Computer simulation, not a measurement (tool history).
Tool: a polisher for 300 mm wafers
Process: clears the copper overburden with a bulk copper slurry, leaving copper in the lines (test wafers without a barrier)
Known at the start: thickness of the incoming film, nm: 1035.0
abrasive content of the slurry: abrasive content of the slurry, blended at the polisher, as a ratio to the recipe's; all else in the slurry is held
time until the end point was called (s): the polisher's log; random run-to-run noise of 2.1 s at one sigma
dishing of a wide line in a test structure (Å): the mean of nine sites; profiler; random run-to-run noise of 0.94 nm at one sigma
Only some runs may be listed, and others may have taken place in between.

run,hour,flow of slurry (ml/min),pressure of the wafer on the pad (kPa),speed of the pad under the wafer (cm/s),abrasive content of the slurry,overpolish time after the end point (s),time until the end point was called (s),dishing of a wide line in a test structure (Å)
1,0,185,19.3,112,1,15,122.25,757.89
2,4.5,185,17.9,112,1,14,130.52,681.26
3,8.9,185,17.9,112,1,20,129.61,866
4,9.6,185,17.9,124,1,20,111.3,912.36
5,13,185,17.2,124,1,19,121.78,869.42
6,14.5,185,17.2,124,1,18,121.1,834.9
7,17.3,185,17.2,124,1,17,120.21,801.18
# hour 20.7: head pressure recalibrated
8,20.7,185,16.5,124,1,16,115.9,796.9

The next listed run, before its measurement:
9,25.4,185,15.9,124,1,15,?,?

{"run 9": {"time until the end point was called (s)": 117.86, "dishing of a wide line in a test structure (Å)": 755.17}}

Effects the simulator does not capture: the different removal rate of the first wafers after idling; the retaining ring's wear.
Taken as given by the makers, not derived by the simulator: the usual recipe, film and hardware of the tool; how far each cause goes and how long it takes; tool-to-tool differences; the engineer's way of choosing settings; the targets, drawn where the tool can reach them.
